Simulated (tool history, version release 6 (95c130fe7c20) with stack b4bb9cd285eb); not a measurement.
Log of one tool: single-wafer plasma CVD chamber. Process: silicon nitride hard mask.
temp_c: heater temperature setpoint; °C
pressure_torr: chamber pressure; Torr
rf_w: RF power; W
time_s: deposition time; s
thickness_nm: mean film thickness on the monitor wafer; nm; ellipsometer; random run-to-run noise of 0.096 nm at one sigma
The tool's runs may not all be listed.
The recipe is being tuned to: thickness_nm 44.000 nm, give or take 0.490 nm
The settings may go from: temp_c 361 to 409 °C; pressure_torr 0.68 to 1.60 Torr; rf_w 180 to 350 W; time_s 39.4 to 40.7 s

{"run": 1, "hour": 0.0, "temp_c": 385, "pressure_torr": 1.14, "rf_w": 265, "time_s": 39.4, "thickness_nm": 39.101}
{"run": 2, "hour": 5.4, "temp_c": 385, "pressure_torr": 1.22, "rf_w": 265, "time_s": 39.4, "thickness_nm": 40.332}
{"run": 3, "hour": 13.8, "temp_c": 385, "pressure_torr": 1.27, "rf_w": 265, "time_s": 39.4, "thickness_nm": 40.985}
{"run": 4, "hour": 15.8, "temp_c": 385, "pressure_torr": 1.1, "rf_w": 265, "time_s": 39.4, "thickness_nm": 38.468}
{"run": 5, "hour": 24.4, "temp_c": 385, "pressure_torr": 1.1, "rf_w": 230, "time_s": 39.4, "thickness_nm": 34.592}
{"run": 6, "hour": 29.2, "temp_c": 385, "pressure_torr": 1.1, "rf_w": 230, "time_s": 39.4, "thickness_nm": 34.53}
{"run": 7, "hour": 33.9, "temp_c": 385, "pressure_torr": 1.2, "rf_w": 235, "time_s": 39.4, "thickness_nm": 36.669}
{"run": 8, "hour": 38.2, "temp_c": 385, "pressure_torr": 1.28, "rf_w": 235, "time_s": 39.4, "thickness_nm": 37.656}
{"run": 9, "hour": 45.1, "temp_c": 385, "pressure_torr": 1.34, "rf_w": 240, "time_s": 39.4, "thickness_nm": 39.026}
{"run": 10, "hour": 52.0, "temp_c": 385, "pressure_torr": 1.39, "rf_w": 240, "time_s": 39.4, "thickness_nm": 39.487}
{"run": 11, "hour": 53.0, "temp_c": 385, "pressure_torr": 1.43, "rf_w": 245, "time_s": 39.4, "thickness_nm": 40.564}
{"run": 12, "hour": 58.8, "temp_c": 385, "pressure_torr": 1.46, "rf_w": 245, "time_s": 39.4, "thickness_nm": 40.8}
{"run": 13, "hour": 64.1, "temp_c": 385, "pressure_torr": 1.49, "rf_w": 245, "time_s": 39.4, "thickness_nm": 41.184}

Exactly one of the 5 candidate moves below puts every result within its allowed miss. Which one?
{"run": "A", "hour": 69.4, "temp_c": 382, "pressure_torr": 1.45, "rf_w": 215, "time_s": 40.3, "thickness_nm": "?"}
{"run": "B", "hour": 69.4, "temp_c": 382, "pressure_torr": 1.6, "rf_w": 225, "time_s": 39.4, "thickness_nm": "?"}
{"run": "C", "hour": 69.4, "temp_c": 385, "pressure_torr": 1.48, "rf_w": 225, "time_s": 39.4, "thickness_nm": "?"}
{"run": "D", "hour": 69.4, "temp_c": 387, "pressure_torr": 1.45, "rf_w": 230, "time_s": 39.4, "thickness_nm": "?"}
{"run": "E", "hour": 69.4, "temp_c": 385, "pressure_torr": 1.53, "rf_w": 260, "time_s": 39.9, "thickness_nm": "?"}

move=A thickness_nm=37.683
move=B thickness_nm=39.528
move=C thickness_nm=38.401
move=D thickness_nm=38.728
move=E thickness_nm=43.770
A: further off than the last run
B: further off than the last run
C: further off than the last run
D: further off than the last run
E: hits every target within its allowed miss
Correct choice: E, which meets every target
